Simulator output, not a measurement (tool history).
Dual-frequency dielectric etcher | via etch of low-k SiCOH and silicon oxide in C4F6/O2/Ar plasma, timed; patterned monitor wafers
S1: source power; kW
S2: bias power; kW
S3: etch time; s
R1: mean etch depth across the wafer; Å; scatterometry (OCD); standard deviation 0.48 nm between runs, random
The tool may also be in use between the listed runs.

run,hour,S1,S2,S3,R1
1,0,0.26,0.162,53,1091.4
2,4.1,0.26,0.146,53,1049.5
3,9.2,0.26,0.146,55,1087.6
4,12.4,0.24,0.146,55,1024.5
5,21.2,0.28,0.146,55,1137.9
6,24.1,0.25,0.143,55,1054.1
7,31.6,0.23,0.141,55,994.6
8,32.4,0.18,0.135,55,802.21

For run 9, what comes out?
9,35.6,0.19,0.135,55,?

{"run 9": {"R1": 848.38}}
